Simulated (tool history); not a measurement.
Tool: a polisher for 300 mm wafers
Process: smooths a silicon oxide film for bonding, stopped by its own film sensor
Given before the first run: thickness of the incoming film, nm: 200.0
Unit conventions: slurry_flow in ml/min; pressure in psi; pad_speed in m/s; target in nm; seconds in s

Run 1, hour 0.0: slurry_flow 255 ml/min, pressure 1.4 psi, pad_speed 1.14 m/s, slurry_solids 1.0, target 175 nm. Result: seconds 42.395 s.
Run 2, hour 6.1: slurry_flow 255 ml/min, pressure 1.4 psi, pad_speed 1.14 m/s, slurry_solids 1.0, target 178 nm. Result: seconds 36.794 s.
Run 3, hour 8.2: slurry_flow 305 ml/min, pressure 1.4 psi, pad_speed 1.14 m/s, slurry_solids 1.0, target 178 nm. Result: seconds 37.273 s.
Run 4, hour 12.4: slurry_flow 305 ml/min, pressure 1.3 psi, pad_speed 1.14 m/s, slurry_solids 1.0, target 178 nm. Result: seconds 39.102 s.
Run 5, hour 13.3: slurry_flow 305 ml/min, pressure 1.2 psi, pad_speed 1.14 m/s, slurry_solids 1.0, target 178 nm. Result: seconds 41.307 s.
Run 6, hour 18.5: slurry_flow 305 ml/min, pressure 1.2 psi, pad_speed 1.14 m/s, slurry_solids 1.2, target 178 nm. Result: seconds 39.408 s.
Run 7, hour 25.5: slurry_flow 305 ml/min, pressure 1.1 psi, pad_speed 1.14 m/s, slurry_solids 1.2, target 178 nm. Result: seconds 42.773 s.
Run 8, hour 33.6: slurry_flow 290 ml/min, pressure 0.7 psi, pad_speed 1.12 m/s, slurry_solids 1.2, target 178 nm. Result: seconds 62.067 s.
Run 9, hour 38.6: slurry_flow 295 ml/min, pressure 0.7 psi, pad_speed 1.12 m/s, slurry_solids 1.2, target 178 nm. Result: seconds 63.240 s.
Run 10, hour 40.2: slurry_flow 295 ml/min, pressure 0.8 psi, pad_speed 1.12 m/s, slurry_solids 1.2, target 178 nm. Result: seconds 56.472 s.
Run 11, hour 42.1: slurry_flow 290 ml/min, pressure 0.8 psi, pad_speed 1.12 m/s, slurry_solids 1.2, target 178 nm. Result: seconds 56.302 s.
Run 12, hour 47.1: slurry_flow 285 ml/min, pressure 0.8 psi, pad_speed 1.12 m/s, slurry_solids 1.2, target 178 nm. Result: seconds 56.071 s.
Run 13, hour 54.1: slurry_flow 285 ml/min, pressure 0.8 psi, pad_speed 1.12 m/s, slurry_solids 1.2, target 178 nm. Result: seconds 56.241 s.
Run 14, hour 58.3: slurry_flow 285 ml/min, pressure 0.8 psi, pad_speed 1.12 m/s, slurry_solids 1.2, target 178 nm. Result: seconds 55.466 s.
Run 15, hour 62.8: slurry_flow 285 ml/min, pressure 0.7 psi, pad_speed 1.12 m/s, slurry_solids 1.2, target 178 nm. Result: seconds 62.042 s.

Forecast run 16:
Run 16, hour 63.4: slurry_flow 290 ml/min, pressure 0.7 psi, pad_speed 1.12 m/s, slurry_solids 1.2, target 178 nm. Result: seconds ?.

seconds: 63.280 s
